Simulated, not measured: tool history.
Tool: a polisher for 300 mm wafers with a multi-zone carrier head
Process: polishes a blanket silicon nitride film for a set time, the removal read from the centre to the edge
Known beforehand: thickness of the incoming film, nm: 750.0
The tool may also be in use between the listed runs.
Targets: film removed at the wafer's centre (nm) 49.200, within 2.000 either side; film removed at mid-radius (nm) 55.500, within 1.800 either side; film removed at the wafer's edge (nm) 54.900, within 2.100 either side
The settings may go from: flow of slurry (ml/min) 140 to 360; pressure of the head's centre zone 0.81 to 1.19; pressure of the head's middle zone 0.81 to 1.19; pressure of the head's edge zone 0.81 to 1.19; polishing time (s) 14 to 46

run  hour  flow of slurry (ml/min)  pressure of the head's centre zone  pressure of the head's middle zone  pressure of the head's edge zone  polishing time (s)  film removed at the wafer's centre (nm)  film removed at mid-radius (nm)  film removed at the wafer's edge (nm)
  1   0.0                      230                                1.00                                1.00                              1.00                  30                                   79.839                           79.393                                 77.652
  2   0.8                      230                                1.00                                0.92                              1.00                  30                                   80.470                           73.645                                 79.816
  3   1.6                      230                                1.00                                1.00                              1.00                  30                                   80.514                           79.048                                 78.555
  4   7.6                      225                                0.97                                0.99                              0.98                  28                                   72.699                           73.488                                 73.415
  5  15.4                      225                                0.95                                0.99                              0.97                  26                                   65.742                           68.088                                 68.862
  6  22.9                      220                                0.94                                0.99                              0.96                  25                                   63.270                           65.864                                 64.084
  7  25.7                      215                                0.92                                0.98                              0.95                  24                                   59.427                           62.051                                 60.259
  8  31.2                      210                                0.90                                0.97                              0.95                  24                                   57.231                           61.184                                 59.889
  9  35.0                      205                                0.89                                0.96                              0.95                  24                                   57.137                           60.215                                 61.208
 10  39.9                      200                                0.88                                0.96                              0.94                  24                                   55.036                           60.562                                 60.128

Exercise: of the 4 proposed moves below, exactly one satisfies all targets within the stated allowed misses. Which move is it?
  A  44.8                      200                                0.81                                0.90                              0.86                  23                                        ?                                ?                                      ?
  B  44.8                      170                                0.82                                0.86                              1.06                  23                                        ?                                ?                                      ?
  C  44.8                      205                                0.81                                1.14                              0.83                  22                                        ?                                ?                                      ?
  D  44.8                      140                                0.81                                0.99                              0.98                  22                                        ?                                ?                                      ?

move  film removed at the wafer's centre (nm)  film removed at mid-radius (nm)  film removed at the wafer's edge (nm)
   A                                   50.334                           55.250                                 56.679
   B                                   50.006                           52.383                                 61.892
   C                                   48.350                           64.693                                 53.284
   D                                   46.339                           55.279                                 56.089
A: every result lands within tolerance
B: brings the last run's worst result on target, with another outside its allowed miss
C: brings the last run's worst result on target, with another outside its allowed miss
D: pushes the last run's worst result past its target
The move that meets every target is A.
